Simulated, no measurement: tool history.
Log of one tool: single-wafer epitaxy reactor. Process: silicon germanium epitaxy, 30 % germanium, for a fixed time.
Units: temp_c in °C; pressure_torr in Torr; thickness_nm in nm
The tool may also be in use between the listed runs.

{"run": 1, "hour": 0.0, "temp_c": 590, "pressure_torr": 26.9, "thickness_nm": 54.817}
{"run": 2, "hour": 5.4, "temp_c": 590, "pressure_torr": 30.8, "thickness_nm": 56.837}
{"run": 3, "hour": 9.1, "temp_c": 587, "pressure_torr": 30.6, "thickness_nm": 54.156}
{"run": 4, "hour": 16.1, "temp_c": 587, "pressure_torr": 27.5, "thickness_nm": 52.122}
{"run": 5, "hour": 19.0, "temp_c": 587, "pressure_torr": 29.3, "thickness_nm": 53.377}
{"run": 6, "hour": 19.6, "temp_c": 584, "pressure_torr": 29.1, "thickness_nm": 50.625}

The next listed run, before its measurement:
{"run": 7, "hour": 21.9, "temp_c": 582, "pressure_torr": 29, "thickness_nm": "?"}

thickness_nm: 49.384 nm

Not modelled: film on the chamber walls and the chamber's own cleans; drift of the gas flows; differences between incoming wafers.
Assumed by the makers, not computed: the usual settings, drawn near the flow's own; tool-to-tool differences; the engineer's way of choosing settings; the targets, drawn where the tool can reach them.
